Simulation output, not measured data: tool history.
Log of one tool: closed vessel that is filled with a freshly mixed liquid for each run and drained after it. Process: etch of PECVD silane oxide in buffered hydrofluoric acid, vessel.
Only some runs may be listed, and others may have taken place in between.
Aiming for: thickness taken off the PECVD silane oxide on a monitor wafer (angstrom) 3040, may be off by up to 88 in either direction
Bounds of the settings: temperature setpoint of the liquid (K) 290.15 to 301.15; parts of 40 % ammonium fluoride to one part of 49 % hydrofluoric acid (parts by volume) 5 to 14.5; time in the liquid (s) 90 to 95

run  hour  temperature setpoint of the liquid (K)  parts of 40 % ammonium fluoride to one part of 49 % hydrofluoric acid (parts by volume)  time in the liquid (s)  thickness taken off the PECVD silane oxide on a monitor wafer (angstrom)
  1     0                                  293.15                                                                                        9                      90                                                                    1327.8
  2   9.2                                  295.15                                                                                        8                      90                                                                    1675.4
  3  16.5                                  297.65                                                                                        8                      90                                                                    1905.3
  4  21.2                                  300.65                                                                                        8                      90                                                                    2247.9
  5  23.4                                  300.65                                                                                        8                      90                                                                    2265.5
  6    30                                  301.15                                                                                        8                      90                                                                    2338.7
  7  34.4                                  301.15                                                                                      7.5                      90                                                                    2484.3
  8  37.2                                  301.15                                                                                        7                      90                                                                    2703.7
  9    39                                  301.15                                                                                      6.5                      90                                                                    2883.9

Which of these 4 next moves meets every target?
  A  40.8                                  301.15                                                                                      6.5                      95                                                                         ?
  B  40.8                                  301.15                                                                                        6                      95                                                                         ?
  C  40.8                                  300.15                                                                                      5.5                      95                                                                         ?
  D  40.8                                  301.15                                                                                      5.5                      90                                                                         ?

move  thickness taken off the PECVD silane oxide on a monitor wafer (angstrom)
   A                                                                    3045.3
   B                                                                    3263.4
   C                                                                    3330.9
   D                                                                    3327.8
A: all results in spec
B: pushes the last run's worst result past its target
C: pushes the last run's worst result past its target
D: pushes the last run's worst result past its target
So the answer is move A, the one that meets all the targets.
